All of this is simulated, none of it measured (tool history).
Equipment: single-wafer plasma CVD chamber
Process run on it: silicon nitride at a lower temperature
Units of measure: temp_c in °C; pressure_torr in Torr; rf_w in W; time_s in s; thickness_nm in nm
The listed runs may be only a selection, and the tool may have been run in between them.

run	hour	temp_c	pressure_torr	rf_w	time_s	thickness_nm
1	0.0	345	1.56	330	13.1	14.978
2	7.8	345	1.56	305	13.1	14.319
3	15.2	337	1.56	305	13.1	14.334
4	17.4	337	1.56	330	13.1	14.995
5	25.1	337	1.56	330	13.5	15.551
6	25.9	343	1.56	330	13.5	15.401
7	30.4	343	1.60	330	13.5	15.509
8	31.7	343	1.91	345	13.5	16.603
9	38.5	343	1.92	345	13.5	16.461

For run 10, what comes out?
10	44.3	343	1.93	345	13.5	?

{"run 10": {"thickness_nm": 16.538}}

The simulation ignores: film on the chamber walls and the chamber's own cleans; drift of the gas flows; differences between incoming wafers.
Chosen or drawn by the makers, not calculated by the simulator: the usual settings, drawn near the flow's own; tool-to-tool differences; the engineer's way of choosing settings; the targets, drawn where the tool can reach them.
